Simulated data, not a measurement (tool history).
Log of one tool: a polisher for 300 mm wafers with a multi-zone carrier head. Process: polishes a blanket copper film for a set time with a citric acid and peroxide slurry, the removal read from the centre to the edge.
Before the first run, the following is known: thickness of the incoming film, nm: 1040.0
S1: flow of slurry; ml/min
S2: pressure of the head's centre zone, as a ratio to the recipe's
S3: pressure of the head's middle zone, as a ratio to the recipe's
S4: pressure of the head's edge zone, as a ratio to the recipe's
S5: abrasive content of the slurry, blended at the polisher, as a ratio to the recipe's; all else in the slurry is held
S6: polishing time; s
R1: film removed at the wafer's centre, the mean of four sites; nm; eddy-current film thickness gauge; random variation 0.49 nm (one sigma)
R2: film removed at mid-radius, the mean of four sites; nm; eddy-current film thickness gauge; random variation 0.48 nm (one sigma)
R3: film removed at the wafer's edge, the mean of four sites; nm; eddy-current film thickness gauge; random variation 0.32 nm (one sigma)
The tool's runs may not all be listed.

| run | day | S1 | S2 | S3 | S4 | S5 | S6 | R1 | R2 | R3 |
|---|---|---|---|---|---|---|---|---|---|---|
| 1 | 0 | 190 | 1 | 1 | 1 | 1 | 36 | 49.613 | 50.905 | 50.98 |
| 2 | 0.071 | 190 | 0.93 | 1 | 1 | 1 | 36 | 46.676 | 50.202 | 51.396 |
| 3 | 0.188 | 190 | 0.93 | 0.99 | 0.99 | 0.95 | 36 | 46.011 | 50.026 | 49.462 |
| 4 | 0.262 | 190 | 0.93 | 0.91 | 0.99 | 0.95 | 36 | 47.716 | 45.951 | 49.642 |
| 5 | 0.462 | 215 | 0.93 | 0.91 | 0.99 | 0.95 | 36 | 47.652 | 46.192 | 50.668 |
| 6 | 0.588 | 215 | 0.88 | 0.91 | 0.99 | 0.95 | 36 | 44.932 | 46.719 | 50.685 |

Run 7 comes next. What will it give?
| 7 | 0.617 | 210 | 0.88 | 0.9 | 0.98 | 0.9 | 36 | ? | ? | ? |

{"run 7": {"R1": 43.873, "R2": 46.437, "R3": 50.076}}
